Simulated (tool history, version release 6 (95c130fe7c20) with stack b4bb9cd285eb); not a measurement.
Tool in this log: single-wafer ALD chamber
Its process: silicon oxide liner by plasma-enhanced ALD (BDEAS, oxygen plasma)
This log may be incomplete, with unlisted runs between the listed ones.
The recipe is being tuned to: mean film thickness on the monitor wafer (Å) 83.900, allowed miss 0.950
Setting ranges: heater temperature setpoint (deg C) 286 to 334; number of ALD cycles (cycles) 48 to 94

run,hour,heater temperature setpoint (deg C),number of ALD cycles (cycles),mean film thickness on the monitor wafer (Å)
1,0.0,310,71,65.638
2,3.6,309,73,67.685
3,9.4,303,73,68.125
4,12.7,303,75,69.996
5,17.5,298,75,70.784
6,20.7,298,80,75.673
7,21.6,298,81,76.820
8,24.2,298,82,77.958
9,27.5,298,83,78.290
10,32.3,297,84,79.983
11,34.5,297,84,79.581
12,35.6,296,84,80.055
13,39.6,295,84,80.181

Exercise: of the 4 proposed moves below, exactly one satisfies all targets within the stated allowed misses. Which move is it?
A,43.6,306,90,?
B,43.6,291,84,?
C,43.6,299,86,?
D,43.6,307,84,?

move,mean film thickness on the monitor wafer (Å)
A,84.295
B,82.068
C,81.592
D,78.562
A: every result within its allowed miss
B: nearer than the last run, and not there yet
C: nearer than the last run, and not there yet
D: the biggest miss grows against the last run
A meets every target.

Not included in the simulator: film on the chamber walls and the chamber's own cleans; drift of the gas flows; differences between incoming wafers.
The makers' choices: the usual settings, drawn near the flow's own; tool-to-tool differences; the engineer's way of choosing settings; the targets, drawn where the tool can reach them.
